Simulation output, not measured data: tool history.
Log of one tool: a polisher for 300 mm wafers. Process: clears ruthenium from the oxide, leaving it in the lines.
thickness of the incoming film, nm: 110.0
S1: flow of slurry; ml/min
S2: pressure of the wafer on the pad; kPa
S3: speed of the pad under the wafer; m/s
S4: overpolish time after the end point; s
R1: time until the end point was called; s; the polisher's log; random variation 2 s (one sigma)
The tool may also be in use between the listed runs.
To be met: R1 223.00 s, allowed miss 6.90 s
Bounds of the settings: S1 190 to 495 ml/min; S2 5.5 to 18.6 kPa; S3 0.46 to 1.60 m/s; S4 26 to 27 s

run,hour,S1,S2,S3,S4,R1
1,0.0,320,11.7,1.02,26,102.77
2,3.9,320,10.3,1.02,26,115.43
3,6.9,320,9.0,0.96,26,142.78
4,12.3,320,8.3,0.94,26,155.31
5,14.2,380,8.3,0.94,26,153.50
6,20.2,380,7.6,0.92,26,168.99
7,24.5,375,5.5,0.82,26,262.53
8,28.0,380,5.5,0.82,26,255.72
9,33.4,405,6.9,0.82,26,211.45
10,36.4,400,6.9,0.82,26,209.58
11,38.0,390,6.9,0.82,26,207.07
12,43.7,380,6.9,0.82,26,204.89
13,50.2,380,6.2,0.82,26,231.91

Which of these 5 next moves meets every target?
A,56.7,385,6.9,0.76,26,?
B,56.7,365,5.5,0.88,26,?
C,56.7,425,7.6,0.64,27,?
D,56.7,195,5.5,0.90,27,?
E,56.7,495,5.5,0.86,26,?

move,R1
A,223.39
B,240.46
C,238.79
D,253.21
E,240.90
A: meets every target
B: further off than the last run
C: further off than the last run
D: further off than the last run
E: further off than the last run
Move A is the one to make.
